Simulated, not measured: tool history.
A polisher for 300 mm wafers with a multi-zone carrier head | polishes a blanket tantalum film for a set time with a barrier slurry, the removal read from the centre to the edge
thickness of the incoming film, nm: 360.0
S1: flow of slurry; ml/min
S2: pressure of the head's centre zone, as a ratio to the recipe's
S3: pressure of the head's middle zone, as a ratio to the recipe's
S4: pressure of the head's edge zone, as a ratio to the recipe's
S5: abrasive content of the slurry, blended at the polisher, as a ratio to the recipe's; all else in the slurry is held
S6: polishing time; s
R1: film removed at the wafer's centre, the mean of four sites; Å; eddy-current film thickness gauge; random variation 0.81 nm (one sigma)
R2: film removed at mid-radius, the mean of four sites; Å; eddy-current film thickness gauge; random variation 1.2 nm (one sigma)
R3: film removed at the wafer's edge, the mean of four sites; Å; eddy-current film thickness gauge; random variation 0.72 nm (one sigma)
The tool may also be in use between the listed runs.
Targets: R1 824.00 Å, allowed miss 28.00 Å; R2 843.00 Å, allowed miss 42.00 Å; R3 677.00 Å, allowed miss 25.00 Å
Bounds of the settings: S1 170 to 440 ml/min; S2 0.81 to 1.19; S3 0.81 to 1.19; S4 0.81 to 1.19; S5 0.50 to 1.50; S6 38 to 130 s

run 1 hour=0.0 | S1=280 S2=1.00 S3=1.00 S4=1.00 S5=1.00 S6=84 | R1=1267.00 R2=1302.90 R3=1167.50
run 2 hour=2.1 | S1=280 S2=1.00 S3=1.00 S4=0.95 S5=1.00 S6=84 | R1=1257.60 R2=1257.30 R3=1177.70
run 3 hour=7.7 | S1=280 S2=1.06 S3=1.00 S4=0.95 S5=1.00 S6=84 | R1=1303.10 R2=1288.10 R3=1153.30
run 4 hour=12.7 | S1=280 S2=1.06 S3=1.06 S4=0.95 S5=1.00 S6=84 | R1=1313.60 R2=1337.90 R3=1182.60
run 5 hour=14.9 | S1=290 S2=1.08 S3=1.08 S4=0.96 S5=0.90 S6=77 | R1=1190.60 R2=1199.30 R3=1041.10
run 6 hour=15.7 | S1=295 S2=1.09 S3=1.10 S4=0.96 S5=0.85 S6=72 | R1=1088.20 R2=1152.70 R3=940.51
run 7 hour=18.9 | S1=295 S2=1.09 S3=1.10 S4=0.96 S5=0.85 S6=72 | R1=1105.20 R2=1128.60 R3=981.23
run 8 hour=23.3 | S1=310 S2=1.11 S3=1.13 S4=0.86 S5=0.60 S6=50 | R1=680.03 R2=704.91 R3=550.01
run 9 hour=27.1 | S1=310 S2=1.12 S3=1.14 S4=0.89 S5=0.60 S6=50 | R1=681.70 R2=692.21 R3=568.35
-- hour=32.0 edge zone pressure recalibrated
run 10 hour=32.0 | S1=310 S2=1.13 S3=1.15 S4=0.90 S5=0.65 S6=50 | R1=715.37 R2=734.27 R3=605.12
run 11 hour=38.4 | S1=315 S2=1.14 S3=1.16 S4=0.90 S5=0.70 S6=50 | R1=732.37 R2=736.11 R3=618.61
run 12 hour=47.2 | S1=315 S2=1.14 S3=1.16 S4=0.90 S5=0.70 S6=50 | R1=737.70 R2=761.41 R3=615.37
run 13 hour=54.4 | S1=315 S2=1.15 S3=1.17 S4=0.90 S5=0.70 S6=50 | R1=737.24 R2=778.30 R3=616.54
run 14 hour=63.1 | S1=315 S2=1.16 S3=1.17 S4=0.90 S5=0.70 S6=50 | R1=756.86 R2=787.51 R3=612.04
run 15 hour=65.2 | S1=315 S2=1.17 S3=1.17 S4=0.91 S5=0.70 S6=50 | R1=756.95 R2=760.67 R3=621.06
run 16 hour=67.4 | S1=315 S2=1.17 S3=1.17 S4=0.91 S5=0.75 S6=50 | R1=777.39 R2=787.65 R3=635.60

Which of these 4 next moves meets every target?
run A hour=69.6 | S1=265 S2=1.07 S3=1.19 S4=0.91 S5=0.90 S6=49 | R1=? R2=? R3=?
run B hour=69.6 | S1=365 S2=1.14 S3=1.14 S4=0.86 S5=0.85 S6=51 | R1=? R2=? R3=?
run C hour=69.6 | S1=350 S2=1.19 S3=0.97 S4=1.02 S5=0.60 S6=61 | R1=? R2=? R3=?
run D hour=69.6 | S1=345 S2=1.19 S3=1.11 S4=0.82 S5=0.75 S6=56 | R1=? R2=? R3=?

move=A R1=753.34 R2=824.67 R3=655.38
move=B R1=826.43 R2=829.71 R3=663.99
move=C R1=891.71 R2=756.25 R3=754.54
move=D R1=893.65 R2=849.30 R3=681.83
A: further off than the last run
B: meets every target
C: takes the result that was furthest off past its target
D: takes the result that was furthest off past its target
Move B is the one to make.
